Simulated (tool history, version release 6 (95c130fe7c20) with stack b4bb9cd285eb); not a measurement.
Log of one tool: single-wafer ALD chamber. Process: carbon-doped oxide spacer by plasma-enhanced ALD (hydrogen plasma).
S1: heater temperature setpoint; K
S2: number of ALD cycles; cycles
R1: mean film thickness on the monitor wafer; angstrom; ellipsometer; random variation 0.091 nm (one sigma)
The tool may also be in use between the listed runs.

{"run": 1, "hour": 0.0, "S1": 663.15, "S2": 424, "R1": 210.37}
{"run": 2, "hour": 5.8, "S1": 663.15, "S2": 367, "R1": 182.53}
{"run": 3, "hour": 13.5, "S1": 670.15, "S2": 367, "R1": 182.34}
{"run": 4, "hour": 22.0, "S1": 670.15, "S2": 381, "R1": 188.78}
{"run": 5, "hour": 30.4, "S1": 670.15, "S2": 393, "R1": 194.0}
{"run": 6, "hour": 36.7, "S1": 664.15, "S2": 393, "R1": 193.94}

The next listed run, before its measurement:
{"run": 7, "hour": 44.2, "S1": 664.15, "S2": 404, "R1": "?"}

R1: 200.10 angstrom
